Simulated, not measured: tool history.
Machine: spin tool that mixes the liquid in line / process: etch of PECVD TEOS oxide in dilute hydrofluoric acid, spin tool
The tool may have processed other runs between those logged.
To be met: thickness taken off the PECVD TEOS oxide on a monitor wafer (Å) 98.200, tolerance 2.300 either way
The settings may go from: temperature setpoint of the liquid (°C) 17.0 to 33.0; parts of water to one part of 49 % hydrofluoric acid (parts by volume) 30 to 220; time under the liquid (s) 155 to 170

run    day  temperature setpoint of the liquid (°C)  parts of water to one part of 49 % hydrofluoric acid (parts by volume)  time under the liquid (s)  thickness taken off the PECVD TEOS oxide on a monitor wafer (Å)
  1  0.000                                     25.0                                                                     125                        155                                                          117.610
  2  0.317                                     24.5                                                                     125                        155                                                          113.860
  3  0.592                                     24.5                                                                     125                        170                                                          126.930
  4  0.658                                     24.0                                                                     125                        170                                                          123.460
  5  0.925                                     24.0                                                                     125                        155                                                          112.590
  6  1.279                                     24.0                                                                     125                        170                                                          122.840
  7  1.458                                     20.0                                                                     125                        170                                                          105.860
  8  1.675                                     19.0                                                                     125                        170                                                          101.260

Which single option among these 4 for the next run brings every result within its allowed miss of target? Just one does.
  A  1.892                                     22.0                                                                     125                        155                                                                ?
  B  1.892                                     18.5                                                                     115                        165                                                                ?
  C  1.892                                     20.0                                                                     125                        170                                                                ?
  D  1.892                                     19.0                                                                     125                        165                                                                ?

move  thickness taken off the PECVD TEOS oxide on a monitor wafer (Å)
   A                                                          104.710
   B                                                          106.320
   C                                                          106.010
   D                                                           98.792
A: lands further from the targets than the last run did
B: lands further from the targets than the last run did
C: lands further from the targets than the last run did
D: all results land within tolerance of their targets
Correct choice: D, which meets every target
